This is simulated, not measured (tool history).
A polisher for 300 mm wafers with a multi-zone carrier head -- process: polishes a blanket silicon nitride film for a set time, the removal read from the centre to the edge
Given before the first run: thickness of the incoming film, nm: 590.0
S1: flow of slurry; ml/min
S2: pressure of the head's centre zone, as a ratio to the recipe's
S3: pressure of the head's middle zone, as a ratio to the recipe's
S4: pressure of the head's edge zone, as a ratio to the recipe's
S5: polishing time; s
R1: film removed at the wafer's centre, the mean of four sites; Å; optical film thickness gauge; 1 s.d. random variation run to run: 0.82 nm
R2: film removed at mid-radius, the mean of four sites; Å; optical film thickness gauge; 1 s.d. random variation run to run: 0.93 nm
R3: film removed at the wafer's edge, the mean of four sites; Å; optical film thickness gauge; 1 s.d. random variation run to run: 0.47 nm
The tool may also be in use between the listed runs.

run,hour,S1,S2,S3,S4,S5,R1,R2,R3
1,0,150,1,1,1,80,949.14,953.93,909.35
2,2.5,140,0.97,0.99,0.98,75,812.52,872.97,841.69
3,10.5,140,1.02,0.99,0.98,75,874.53,862.05,852.96
4,13.2,140,1,0.98,0.97,71,813.4,799.6,794.68
5,14.6,140,0.92,0.98,0.97,71,748.51,801.27,791.01
# hour 15.6: worn pad replaced by a new one
6,15.6,135,0.9,0.98,0.95,69,825.03,861.33,849.21
7,17.5,140,0.92,0.99,0.99,68,816.04,890.24,870.95

Expected results for the next run?
8,20.7,130,0.9,1,0.96,62,?,?,?

{"run 8": {"R1": 716.64, "R2": 797.9, "R3": 761.85}}

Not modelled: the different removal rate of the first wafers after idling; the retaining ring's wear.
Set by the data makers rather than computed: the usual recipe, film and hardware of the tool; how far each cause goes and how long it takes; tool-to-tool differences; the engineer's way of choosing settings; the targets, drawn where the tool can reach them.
